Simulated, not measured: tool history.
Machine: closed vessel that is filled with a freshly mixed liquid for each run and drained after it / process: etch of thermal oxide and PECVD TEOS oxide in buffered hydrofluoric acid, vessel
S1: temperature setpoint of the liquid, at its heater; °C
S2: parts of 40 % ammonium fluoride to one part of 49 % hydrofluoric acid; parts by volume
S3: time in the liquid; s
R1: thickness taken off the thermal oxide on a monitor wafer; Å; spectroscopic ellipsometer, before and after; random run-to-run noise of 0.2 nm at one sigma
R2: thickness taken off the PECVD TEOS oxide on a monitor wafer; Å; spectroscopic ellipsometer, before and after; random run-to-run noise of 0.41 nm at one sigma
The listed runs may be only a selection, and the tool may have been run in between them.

Run 1, hour 0: S1 21 °C, S2 19 parts by volume, S3 60 s. Result: R1 360.25 Å, R2 662.5 Å.
Run 2, hour 3.9: S1 20.5 °C, S2 19 parts by volume, S3 60 s. Result: R1 346.57 Å, R2 650.83 Å.
Run 3, hour 11: S1 20.5 °C, S2 19 parts by volume, S3 40 s. Result: R1 231.35 Å, R2 430.16 Å.
Run 4, hour 14.9: S1 22 °C, S2 19 parts by volume, S3 40 s. Result: R1 251.65 Å, R2 461.07 Å.
Run 5, hour 23.8: S1 22.5 °C, S2 19 parts by volume, S3 40 s. Result: R1 260.12 Å, R2 483.44 Å.
Run 6, hour 32.2: S1 23 °C, S2 19 parts by volume, S3 40 s. Result: R1 267.22 Å, R2 493.03 Å.
Run 7, hour 40: S1 23.5 °C, S2 19 parts by volume, S3 40 s. Result: R1 274.78 Å, R2 505.41 Å.

Estimate the outcome of run 8 from the log above:
Run 8, hour 45: S1 24.5 °C, S2 19 parts by volume, S3 40 s. Result: R1 ?, R2 ?.

{"run 8": {"R1": 290.21, "R2": 534.54}}
